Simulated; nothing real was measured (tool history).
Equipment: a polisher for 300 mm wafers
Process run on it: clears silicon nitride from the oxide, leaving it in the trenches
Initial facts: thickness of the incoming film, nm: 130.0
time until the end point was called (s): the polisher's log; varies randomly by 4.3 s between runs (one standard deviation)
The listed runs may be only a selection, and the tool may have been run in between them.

run,day,flow of slurry (ml/min),pressure of the wafer on the pad (psi),speed of the pad under the wafer (m/s),overpolish time after the end point (s),time until the end point was called (s)
1,0,270,2.7,0.9,11,183.6
2,0.154,270,2.5,0.88,11,201.24
3,0.258,330,2.5,0.88,11,194.61
4,0.604,300,2.5,0.88,11,196.68
5,0.875,335,2.5,0.88,11,198.8
6,1.108,335,2.3,0.88,11,208.17

What will run 7 give?
7,1.425,335,2.3,0.88,11,?

time until the end point was called (s): 219.83
